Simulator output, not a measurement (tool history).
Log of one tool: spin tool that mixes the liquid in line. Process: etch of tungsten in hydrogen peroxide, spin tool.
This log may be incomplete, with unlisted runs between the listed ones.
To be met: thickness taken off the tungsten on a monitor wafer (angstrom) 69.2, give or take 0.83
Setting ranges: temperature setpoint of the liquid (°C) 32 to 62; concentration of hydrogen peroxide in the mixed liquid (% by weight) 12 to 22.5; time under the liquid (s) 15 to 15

| run | hour | temperature setpoint of the liquid (°C) | concentration of hydrogen peroxide in the mixed liquid (% by weight) | time under the liquid (s) | thickness taken off the tungsten on a monitor wafer (angstrom) |
|---|---|---|---|---|---|
| 1 | 0 | 46 | 15.5 | 15 | 107.21 |
| 2 | 5.1 | 46 | 15.5 | 15 | 107.89 |
| 3 | 13.5 | 45 | 15.5 | 15 | 101.38 |
| 4 | 16.1 | 45 | 18.5 | 15 | 110.68 |
| 5 | 17.2 | 41.5 | 18.5 | 15 | 88.743 |
| 6 | 19.6 | 47.5 | 18.5 | 15 | 129.28 |
| 7 | 24.6 | 46 | 18.5 | 15 | 117.89 |
| 8 | 25.5 | 45 | 18.5 | 15 | 110.5 |
| 9 | 32.3 | 44 | 18.5 | 15 | 104.1 |
| 10 | 34.7 | 43 | 18.5 | 15 | 97.824 |
| 11 | 40.3 | 43 | 18.5 | 15 | 98.047 |
| 12 | 47.9 | 42 | 18.5 | 15 | 91.89 |
| 13 | 48.9 | 42 | 18.5 | 15 | 91.678 |
| 14 | 57.9 | 41.5 | 18.5 | 15 | 88.317 |
| 15 | 66.5 | 41.5 | 18.5 | 15 | 88.708 |
| 16 | 67.6 | 41 | 18.5 | 15 | 86.022 |

Which single option among these 4 for the next run brings every result within its allowed miss of target? Just one does.
| A | 68.7 | 38 | 17 | 15 | ? |
| B | 68.7 | 37.5 | 19 | 15 | ? |
| C | 68.7 | 38.5 | 15.5 | 15 | ? |
| D | 68.7 | 38.5 | 18 | 15 | ? |

| move | thickness taken off the tungsten on a monitor wafer (angstrom) |
|---|---|
| A | 67.815 |
| B | 69.365 |
| C | 66.92 |
| D | 72.116 |
A: takes the biggest miss from the last run beyond its target
B: every result within its allowed miss
C: takes the biggest miss from the last run beyond its target
D: closer than the last run, but not yet in spec
The right move is B.
